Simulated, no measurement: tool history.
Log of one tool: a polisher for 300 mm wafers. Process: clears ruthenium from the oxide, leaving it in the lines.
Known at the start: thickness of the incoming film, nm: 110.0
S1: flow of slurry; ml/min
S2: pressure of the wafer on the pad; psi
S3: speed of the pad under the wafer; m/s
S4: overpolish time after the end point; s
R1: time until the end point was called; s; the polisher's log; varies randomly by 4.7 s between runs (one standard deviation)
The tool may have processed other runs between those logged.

Run 1, hour 0.0: S1 220 ml/min, S2 1.9 psi, S3 0.86 m/s, S4 39 s. Result: R1 130.74 s.
Run 2, hour 2.8: S1 175 ml/min, S2 1.9 psi, S3 0.86 m/s, S4 39 s. Result: R1 135.23 s.
Run 3, hour 4.6: S1 175 ml/min, S2 1.6 psi, S3 0.80 m/s, S4 39 s. Result: R1 164.54 s.
Run 4, hour 5.7: S1 175 ml/min, S2 1.4 psi, S3 0.74 m/s, S4 39 s. Result: R1 204.24 s.
Run 5, hour 11.8: S1 175 ml/min, S2 1.4 psi, S3 0.74 m/s, S4 42 s. Result: R1 208.05 s.
Run 6, hour 19.3: S1 175 ml/min, S2 1.3 psi, S3 0.72 m/s, S4 42 s. Result: R1 222.81 s.

Run 7, settings as shown, results not yet in. Your forecast:
Run 7, hour 25.9: S1 175 ml/min, S2 1.2 psi, S3 0.70 m/s, S4 42 s. Result: R1 ?.

Run 7 gave R1 246.09 s.

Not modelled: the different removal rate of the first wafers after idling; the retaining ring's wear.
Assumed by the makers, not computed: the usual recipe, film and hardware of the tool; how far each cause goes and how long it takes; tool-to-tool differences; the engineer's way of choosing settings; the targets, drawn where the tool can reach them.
